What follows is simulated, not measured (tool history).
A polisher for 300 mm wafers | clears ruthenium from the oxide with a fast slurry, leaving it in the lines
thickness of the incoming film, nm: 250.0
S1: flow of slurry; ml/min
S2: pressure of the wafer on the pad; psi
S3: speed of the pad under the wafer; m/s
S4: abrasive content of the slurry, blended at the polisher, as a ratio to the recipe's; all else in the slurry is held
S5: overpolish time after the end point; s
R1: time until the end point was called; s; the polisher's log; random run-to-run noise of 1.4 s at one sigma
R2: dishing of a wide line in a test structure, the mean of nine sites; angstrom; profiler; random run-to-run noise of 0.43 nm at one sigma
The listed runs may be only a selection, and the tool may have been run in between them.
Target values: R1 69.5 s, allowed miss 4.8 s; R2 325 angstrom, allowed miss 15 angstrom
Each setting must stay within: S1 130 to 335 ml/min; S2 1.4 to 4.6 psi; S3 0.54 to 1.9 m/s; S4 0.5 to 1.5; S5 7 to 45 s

| run | hour | S1 | S2 | S3 | S4 | S5 | R1 | R2 |
|---|---|---|---|---|---|---|---|---|
| 1 | 0 | 215 | 3 | 1.22 | 1 | 23 | 43.274 | 744.86 |
| 2 | 3.2 | 215 | 2.9 | 1.18 | 1 | 21 | 44.269 | 677.71 |
| 3 | 10.4 | 165 | 2.9 | 1.18 | 1 | 21 | 46.045 | 671.98 |
| 4 | 17.8 | 185 | 2.9 | 1.18 | 1 | 21 | 45.028 | 677.24 |
| 5 | 20.9 | 185 | 2.9 | 1.18 | 1 | 14 | 46.612 | 515.15 |
| 6 | 29.4 | 165 | 2.9 | 1.18 | 1 | 14 | 46.382 | 510.49 |
|  | 38.4 | head pressure recalibrated |
| 7 | 38.4 | 165 | 2.8 | 1.16 | 1 | 13 | 51.411 | 429.4 |
| 8 | 39.4 | 165 | 2.7 | 1.16 | 1 | 13 | 53.601 | 421.42 |
| 9 | 48.2 | 165 | 2.6 | 1.16 | 1 | 13 | 55.2 | 418.37 |
| 10 | 51.5 | 165 | 2.5 | 1.16 | 1 | 13 | 59.61 | 400.93 |
| 11 | 54.8 | 165 | 2.3 | 1.16 | 1 | 11 | 60.102 | 326.29 |
| 12 | 62.6 | 165 | 2.3 | 1.14 | 1 | 11 | 64.544 | 322.59 |

Exercise: of the 5 proposed moves below, exactly one satisfies all targets within the stated allowed misses. Which move is it?
| A | 70.4 | 160 | 2.2 | 1.06 | 0.95 | 14 | ? | ? |
| B | 70.4 | 145 | 2.4 | 1 | 1 | 14 | ? | ? |
| C | 70.4 | 195 | 2.6 | 0.9 | 0.9 | 14 | ? | ? |
| D | 70.4 | 150 | 2 | 1.24 | 1 | 14 | ? | ? |
| E | 70.4 | 170 | 2.3 | 1.06 | 0.95 | 12 | ? | ? |

| move | R1 | R2 |
|---|---|---|
| A | 72.406 | 354.72 |
| B | 69.306 | 367.7 |
| C | 68.731 | 370.22 |
| D | 69.807 | 365.54 |
| E | 68.606 | 326.3 |
A: gets the furthest-off result to its target, but another result is out of tolerance
B: gets the furthest-off result to its target, but another result is out of tolerance
C: gets the furthest-off result to its target, but another result is out of tolerance
D: gets the furthest-off result to its target, but another result is out of tolerance
E: all results in spec
Move E is the one to make.
